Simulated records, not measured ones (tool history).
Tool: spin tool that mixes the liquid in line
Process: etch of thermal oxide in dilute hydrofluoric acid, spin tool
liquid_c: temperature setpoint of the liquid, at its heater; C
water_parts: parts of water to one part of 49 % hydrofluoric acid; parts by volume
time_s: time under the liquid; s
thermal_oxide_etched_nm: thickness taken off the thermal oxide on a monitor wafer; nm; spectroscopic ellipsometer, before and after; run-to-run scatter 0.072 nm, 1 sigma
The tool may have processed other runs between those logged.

run,hour,liquid_c,water_parts,time_s,thermal_oxide_etched_nm
1,0,25,135,275,9.729
2,3,26,135,275,10.118
3,5.1,26,135,295,10.979
4,14.1,27,135,295,11.319
5,18.5,27.5,135,295,11.436
6,23.1,27.5,110,295,14.491
7,27.9,27,110,295,14.12
8,36.2,26.5,110,295,13.989
9,37.9,26,110,295,13.837

What will run 10 give?
10,39.7,25.5,110,295,?

{"run 10": {"thermal_oxide_etched_nm": 13.53}}
